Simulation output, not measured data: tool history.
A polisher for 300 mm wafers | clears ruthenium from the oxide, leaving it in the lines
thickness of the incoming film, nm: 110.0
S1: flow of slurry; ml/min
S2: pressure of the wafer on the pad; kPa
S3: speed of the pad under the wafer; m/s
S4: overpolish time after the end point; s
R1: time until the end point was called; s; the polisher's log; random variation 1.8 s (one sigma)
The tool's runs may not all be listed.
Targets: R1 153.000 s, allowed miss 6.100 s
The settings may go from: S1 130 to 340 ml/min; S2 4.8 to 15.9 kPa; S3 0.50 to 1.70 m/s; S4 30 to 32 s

run	day	S1	S2	S3	S4	R1
1	0.000	220	10.3	1.10	30	99.243
2	0.246	220	9.0	1.10	30	113.660
3	0.604	220	8.3	1.10	30	122.280
4	0.738	220	8.3	1.10	30	121.910
5	0.854	220	8.3	1.10	30	122.310
6	1.188	220	7.6	1.10	30	130.410
7	1.262	220	5.5	1.08	30	186.330
8	1.354	220	6.2	1.08	30	162.470

4 next moves are on the table. One of them brings every result within its allowed miss. Which?
A	1.446	220	5.5	1.14	30	?
B	1.446	150	7.6	1.00	32	?
C	1.446	220	6.9	0.92	30	?
D	1.446	215	6.2	1.08	30	?

move	R1
A	173.010
B	154.590
C	172.210
D	163.560
A: further off than the last run
B: meets every target
C: further off than the last run
D: further off than the last run
Answer: B
